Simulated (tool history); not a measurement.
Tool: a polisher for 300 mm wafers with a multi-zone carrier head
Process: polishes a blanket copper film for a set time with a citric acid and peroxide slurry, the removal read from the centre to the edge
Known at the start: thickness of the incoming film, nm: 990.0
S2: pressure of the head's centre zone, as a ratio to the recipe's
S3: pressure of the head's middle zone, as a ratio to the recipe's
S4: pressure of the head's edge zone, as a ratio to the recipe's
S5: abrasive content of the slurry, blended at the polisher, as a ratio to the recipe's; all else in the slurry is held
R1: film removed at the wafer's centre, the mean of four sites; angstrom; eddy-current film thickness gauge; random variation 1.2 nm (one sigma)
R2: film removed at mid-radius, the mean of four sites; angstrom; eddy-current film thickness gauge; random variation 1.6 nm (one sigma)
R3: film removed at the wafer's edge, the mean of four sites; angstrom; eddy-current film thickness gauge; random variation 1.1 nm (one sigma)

{"run": 1, "hour": 0.0, "flow of slurry (ml/min)": 135, "S2": 1, "S3": 1, "S4": 1, "S5": 1, "polishing time (s)": 60, "R1": 1619.9, "R2": 1675.9, "R3": 1635.7}
{"run": 2, "hour": 5.5, "flow of slurry (ml/min)": 135, "S2": 1, "S3": 0.92, "S4": 1, "S5": 1, "polishing time (s)": 60, "R1": 1618.1, "R2": 1572.2, "R3": 1642.2}
{"run": 3, "hour": 12.2, "flow of slurry (ml/min)": 135, "S2": 1, "S3": 0.92, "S4": 1, "S5": 1, "polishing time (s)": 47, "R1": 1268.4, "R2": 1238.5, "R3": 1285.2}
{"run": 4, "hour": 20.2, "flow of slurry (ml/min)": 135, "S2": 1, "S3": 0.85, "S4": 1, "S5": 1, "polishing time (s)": 47, "R1": 1272, "R2": 1146.3, "R3": 1272.7}
{"run": 5, "hour": 26.2, "flow of slurry (ml/min)": 135, "S2": 1, "S3": 0.85, "S4": 0.96, "S5": 1, "polishing time (s)": 47, "R1": 1263.5, "R2": 1177.2, "R3": 1248.6}
{"run": 6, "hour": 27.3, "flow of slurry (ml/min)": 140, "S2": 0.99, "S3": 0.89, "S4": 0.96, "S5": 1.05, "polishing time (s)": 47, "R1": 1271, "R2": 1210.9, "R3": 1261.4}
{"run": 7, "hour": 31.7, "flow of slurry (ml/min)": 140, "S2": 0.98, "S3": 0.93, "S4": 0.95, "S5": 1.1, "polishing time (s)": 48, "R1": 1296.6, "R2": 1304.2, "R3": 1310.9}
{"run": 8, "hour": 40.4, "flow of slurry (ml/min)": 175, "S2": 0.94, "S3": 1.03, "S4": 0.98, "S5": 1.2, "polishing time (s)": 48, "R1": 1333.3, "R2": 1507, "R3": 1411.3}
{"run": 9, "hour": 48.0, "flow of slurry (ml/min)": 180, "S2": 0.94, "S3": 1.05, "S4": 0.98, "S5": 1.25, "polishing time (s)": 48, "R1": 1373.6, "R2": 1537.4, "R3": 1394.2}
{"run": 10, "hour": 54.4, "flow of slurry (ml/min)": 190, "S2": 0.84, "S3": 1.15, "S4": 1.06, "S5": 1.5, "polishing time (s)": 53, "R1": 1393.1, "R2": 1925.5, "R3": 1700.9}
{"run": 11, "hour": 60.2, "flow of slurry (ml/min)": 190, "S2": 0.85, "S3": 1.15, "S4": 1.04, "S5": 1.5, "polishing time (s)": 53, "R1": 1447.8, "R2": 1949.6, "R3": 1676}
{"run": 12, "hour": 67.4, "flow of slurry (ml/min)": 185, "S2": 0.85, "S3": 1.15, "S4": 1.03, "S5": 1.5, "polishing time (s)": 53, "R1": 1425.7, "R2": 1930.1, "R3": 1644.5}
{"run": 13, "hour": 72.6, "flow of slurry (ml/min)": 185, "S2": 0.85, "S3": 1.15, "S4": 1.02, "S5": 1.5, "polishing time (s)": 53, "R1": 1424.8, "R2": 1920.1, "R3": 1627.8}
{"run": 14, "hour": 76.9, "flow of slurry (ml/min)": 185, "S2": 0.85, "S3": 1.15, "S4": 1.01, "S5": 1.5, "polishing time (s)": 53, "R1": 1406.9, "R2": 1913.1, "R3": 1640.8}
{"run": 15, "hour": 85.0, "flow of slurry (ml/min)": 185, "S2": 0.86, "S3": 1.15, "S4": 1, "S5": 1.5, "polishing time (s)": 53, "R1": 1434.8, "R2": 1904.8, "R3": 1618.5}
{"run": 16, "hour": 92.2, "flow of slurry (ml/min)": 185, "S2": 0.86, "S3": 1.15, "S4": 0.99, "S5": 1.5, "polishing time (s)": 53, "R1": 1409.7, "R2": 1910.8, "R3": 1605.7}
{"run": 17, "hour": 99.2, "flow of slurry (ml/min)": 185, "S2": 0.86, "S3": 1.15, "S4": 0.98, "S5": 1.5, "polishing time (s)": 53, "R1": 1453.7, "R2": 1929, "R3": 1588.4}
{"run": 18, "hour": 105.3, "flow of slurry (ml/min)": 175, "S2": 0.86, "S3": 1.15, "S4": 0.96, "S5": 1.5, "polishing time (s)": 53, "R1": 1435.8, "R2": 1870.5, "R3": 1569.7}

Forecast run 19:
{"run": 19, "hour": 110.2, "flow of slurry (ml/min)": 175, "S2": 0.86, "S3": 1.17, "S4": 0.94, "S5": 1.5, "polishing time (s)": 53, "R1": "?", "R2": "?", "R3": "?"}

R1: 1450.5 angstrom
R2: 1930.5 angstrom
R3: 1572.5 angstrom

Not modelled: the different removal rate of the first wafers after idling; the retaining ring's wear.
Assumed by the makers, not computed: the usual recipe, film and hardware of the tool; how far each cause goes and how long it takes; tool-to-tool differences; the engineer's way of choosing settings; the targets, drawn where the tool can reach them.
